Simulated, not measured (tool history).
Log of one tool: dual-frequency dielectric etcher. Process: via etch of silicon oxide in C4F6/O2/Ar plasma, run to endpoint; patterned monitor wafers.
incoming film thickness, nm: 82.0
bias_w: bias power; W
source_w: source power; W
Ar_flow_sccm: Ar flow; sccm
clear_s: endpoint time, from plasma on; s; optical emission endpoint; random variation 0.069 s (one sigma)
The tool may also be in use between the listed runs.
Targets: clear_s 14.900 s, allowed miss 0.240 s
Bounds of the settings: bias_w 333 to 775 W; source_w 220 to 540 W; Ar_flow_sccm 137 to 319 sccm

{"run": 1, "hour": 0.0, "bias_w": 554, "source_w": 380, "Ar_flow_sccm": 228, "clear_s": 17.573}
{"run": 2, "hour": 3.4, "bias_w": 554, "source_w": 330, "Ar_flow_sccm": 228, "clear_s": 18.577}
{"run": 3, "hour": 7.2, "bias_w": 554, "source_w": 330, "Ar_flow_sccm": 267, "clear_s": 18.878}
{"run": 4, "hour": 15.4, "bias_w": 474, "source_w": 330, "Ar_flow_sccm": 267, "clear_s": 19.68}
{"run": 5, "hour": 22.6, "bias_w": 474, "source_w": 370, "Ar_flow_sccm": 267, "clear_s": 18.986}
{"run": 6, "hour": 29.9, "bias_w": 518, "source_w": 390, "Ar_flow_sccm": 265, "clear_s": 18.226}
{"run": 7, "hour": 35.4, "bias_w": 555, "source_w": 400, "Ar_flow_sccm": 263, "clear_s": 17.803}
{"run": 8, "hour": 36.3, "bias_w": 585, "source_w": 420, "Ar_flow_sccm": 261, "clear_s": 17.368}
{"run": 9, "hour": 42.9, "bias_w": 609, "source_w": 440, "Ar_flow_sccm": 258, "clear_s": 16.679}
{"run": 10, "hour": 46.9, "bias_w": 609, "source_w": 440, "Ar_flow_sccm": 258, "clear_s": 16.541}
{"run": 11, "hour": 55.0, "bias_w": 609, "source_w": 440, "Ar_flow_sccm": 258, "clear_s": 16.627}
{"run": 12, "hour": 60.0, "bias_w": 632, "source_w": 450, "Ar_flow_sccm": 257, "clear_s": 16.45}

Which of these 4 next moves meets every target?
{"run": "A", "hour": 65.0, "bias_w": 756, "source_w": 540, "Ar_flow_sccm": 239, "clear_s": "?"}
{"run": "B", "hour": 65.0, "bias_w": 574, "source_w": 380, "Ar_flow_sccm": 258, "clear_s": "?"}
{"run": "C", "hour": 65.0, "bias_w": 775, "source_w": 490, "Ar_flow_sccm": 172, "clear_s": "?"}
{"run": "D", "hour": 65.0, "bias_w": 692, "source_w": 530, "Ar_flow_sccm": 230, "clear_s": "?"}

move=A clear_s=14.521
move=B clear_s=17.786
move=C clear_s=14.273
move=D clear_s=14.962
A: takes the result that was furthest off past its target
B: further off than the last run
C: takes the result that was furthest off past its target
D: meets every target
Answer: D
